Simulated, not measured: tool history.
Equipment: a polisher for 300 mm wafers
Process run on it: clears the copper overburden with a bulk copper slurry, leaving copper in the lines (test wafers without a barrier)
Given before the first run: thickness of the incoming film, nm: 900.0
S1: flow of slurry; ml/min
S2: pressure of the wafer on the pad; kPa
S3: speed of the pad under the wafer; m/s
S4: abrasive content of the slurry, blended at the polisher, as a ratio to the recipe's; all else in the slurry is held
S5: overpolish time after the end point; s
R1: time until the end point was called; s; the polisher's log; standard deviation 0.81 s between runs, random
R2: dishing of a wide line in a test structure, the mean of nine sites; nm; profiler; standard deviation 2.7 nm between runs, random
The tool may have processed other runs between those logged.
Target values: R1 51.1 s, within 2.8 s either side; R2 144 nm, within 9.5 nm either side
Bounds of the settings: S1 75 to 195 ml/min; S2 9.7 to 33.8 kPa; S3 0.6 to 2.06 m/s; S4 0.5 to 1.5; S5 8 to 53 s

| run | hour | S1 | S2 | S3 | S4 | S5 | R1 | R2 |
|---|---|---|---|---|---|---|---|---|
| 1 | 0 | 125 | 21.4 | 1.32 | 1 | 27 | 81.671 | 116.38 |
| 2 | 2.8 | 125 | 17.9 | 1.32 | 1 | 27 | 93.544 | 106.05 |
| 3 | 5.6 | 125 | 20 | 1.34 | 1 | 26 | 81.995 | 110.52 |
| 4 | 13.6 | 125 | 20 | 1.58 | 1 | 26 | 71.001 | 118.06 |
| 5 | 18.1 | 125 | 21.4 | 1.58 | 1 | 26 | 66.902 | 121.37 |
| 6 | 23.2 | 125 | 19.3 | 1.58 | 1 | 26 | 72.361 | 116.22 |
| 7 | 25 | 125 | 20.7 | 1.58 | 1 | 26 | 71.333 | 125.14 |
| 8 | 32.7 | 130 | 22.1 | 1.6 | 1 | 25 | 62.543 | 124.83 |

Exactly one of the 4 candidate moves below puts every result within its allowed miss. Which one?
| A | 40.4 | 130 | 29 | 1.52 | 1.05 | 28 | ? | ? |
| B | 40.4 | 150 | 20.7 | 1.26 | 0.85 | 37 | ? | ? |
| C | 40.4 | 120 | 29 | 1.62 | 1.5 | 32 | ? | ? |
| D | 40.4 | 100 | 25.5 | 1.28 | 0.95 | 19 | ? | ? |

| move | R1 | R2 |
|---|---|---|
| A | 49.157 | 137.17 |
| B | 82.826 | 119.86 |
| C | 44.055 | 142.24 |
| D | 69.373 | 105.13 |
A: all results land within tolerance of their targets
B: the biggest miss grows against the last run
C: takes the biggest miss from the last run beyond its target
D: the biggest miss grows against the last run
The right move is A.
